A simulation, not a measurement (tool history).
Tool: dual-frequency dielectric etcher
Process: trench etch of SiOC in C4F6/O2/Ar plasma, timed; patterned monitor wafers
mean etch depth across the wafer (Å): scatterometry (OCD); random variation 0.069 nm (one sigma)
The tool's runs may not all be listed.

run,hour,source power (W),bias power (W),etch time (s),mean etch depth across the wafer (Å)
1,0,310,218,10,192.04
2,4.9,360,218,10,203.72
3,13.2,330,218,10,196.69
4,15.7,300,218,10,190.66
5,24.4,330,220,10,198.04
6,30.6,360,220,10,205.72
7,33.1,420,224,10,218.34

The next listed run, before its measurement:
8,34,420,224,10,?

{"run 8": {"mean etch depth across the wafer (Å)": 218.4}}

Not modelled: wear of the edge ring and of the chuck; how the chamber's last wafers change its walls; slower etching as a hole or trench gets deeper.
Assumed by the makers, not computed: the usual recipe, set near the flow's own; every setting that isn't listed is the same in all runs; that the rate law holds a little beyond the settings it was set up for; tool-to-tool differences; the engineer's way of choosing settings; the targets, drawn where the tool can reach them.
